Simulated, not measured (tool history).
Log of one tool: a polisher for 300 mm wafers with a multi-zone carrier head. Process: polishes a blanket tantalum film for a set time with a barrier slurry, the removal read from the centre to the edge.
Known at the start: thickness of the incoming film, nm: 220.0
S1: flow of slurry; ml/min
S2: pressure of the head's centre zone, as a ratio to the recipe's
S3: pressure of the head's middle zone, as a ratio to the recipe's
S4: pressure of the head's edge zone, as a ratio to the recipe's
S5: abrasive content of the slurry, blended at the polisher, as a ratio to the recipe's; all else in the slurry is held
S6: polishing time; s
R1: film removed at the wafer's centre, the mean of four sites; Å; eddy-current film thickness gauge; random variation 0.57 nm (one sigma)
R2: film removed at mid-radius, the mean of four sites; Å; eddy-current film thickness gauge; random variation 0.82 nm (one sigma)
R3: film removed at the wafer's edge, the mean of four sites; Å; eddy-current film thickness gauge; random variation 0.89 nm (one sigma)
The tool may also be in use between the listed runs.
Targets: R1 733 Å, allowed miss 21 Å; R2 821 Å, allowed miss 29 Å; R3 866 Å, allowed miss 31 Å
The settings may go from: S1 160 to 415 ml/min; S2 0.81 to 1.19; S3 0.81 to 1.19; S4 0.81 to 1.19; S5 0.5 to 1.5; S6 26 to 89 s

Run 1, hour 0: S1 265 ml/min, S2 1, S3 1, S4 1, S5 1, S6 57 s. Result: R1 677.95 Å, R2 665.21 Å, R3 678.32 Å.
Run 2, hour 2.5: S1 265 ml/min, S2 1, S3 0.94, S4 1, S5 1, S6 57 s. Result: R1 683.84 Å, R2 636.84 Å, R3 695.25 Å.
Run 3, hour 5.5: S1 265 ml/min, S2 1, S3 0.94, S4 0.95, S5 1, S6 57 s. Result: R1 666.18 Å, R2 636.27 Å, R3 662.12 Å.
Run 4, hour 10.5: S1 270 ml/min, S2 0.99, S3 0.96, S4 0.97, S5 1.05, S6 57 s. Result: R1 683.87 Å, R2 674.01 Å, R3 675.99 Å.
Run 5, hour 12.6: S1 270 ml/min, S2 0.99, S3 0.96, S4 0.97, S5 1.05, S6 66 s. Result: R1 794.71 Å, R2 778.3 Å, R3 796.26 Å.
Run 6, hour 15: S1 270 ml/min, S2 0.98, S3 0.96, S4 0.98, S5 1.05, S6 66 s. Result: R1 787.7 Å, R2 749.33 Å, R3 793.96 Å.
Run 7, hour 19.1: S1 265 ml/min, S2 0.97, S3 0.98, S4 1, S5 1.05, S6 66 s. Result: R1 765.21 Å, R2 777.79 Å, R3 799.01 Å.
Run 8, hour 21: S1 260 ml/min, S2 0.92, S3 0.98, S4 1.1, S5 1.15, S6 66 s. Result: R1 753.21 Å, R2 794.21 Å, R3 874.26 Å.

Which of these 5 next moves meets every target?
Run A, hour 22.9: S1 290 ml/min, S2 0.93, S3 0.91, S4 1.06, S5 1.05, S6 69 s. Result: R1 ?, R2 ?, R3 ?.
Run B, hour 22.9: S1 240 ml/min, S2 0.93, S3 0.92, S4 1.06, S5 1.1, S6 68 s. Result: R1 ?, R2 ?, R3 ?.
Run C, hour 22.9: S1 285 ml/min, S2 0.9, S3 1.01, S4 1.13, S5 1.15, S6 65 s. Result: R1 ?, R2 ?, R3 ?.
Run D, hour 22.9: S1 220 ml/min, S2 0.83, S3 0.86, S4 1.19, S5 1.05, S6 73 s. Result: R1 ?, R2 ?, R3 ?.
Run E, hour 22.9: S1 230 ml/min, S2 0.92, S3 0.99, S4 1.01, S5 1.15, S6 69 s. Result: R1 ?, R2 ?, R3 ?.

move      R1      R2      R3
   A  781.33  771.96  875.25
   B  764.23  763.78  862.87
   C  735.53  819.39  878.16
   D  708.38  752.53  956.78
   E  774.65  832.52  864.26
A: further off than the last run
B: further off than the last run
C: meets every target
D: takes the result that was furthest off past its target
E: further off than the last run
The right move is C.
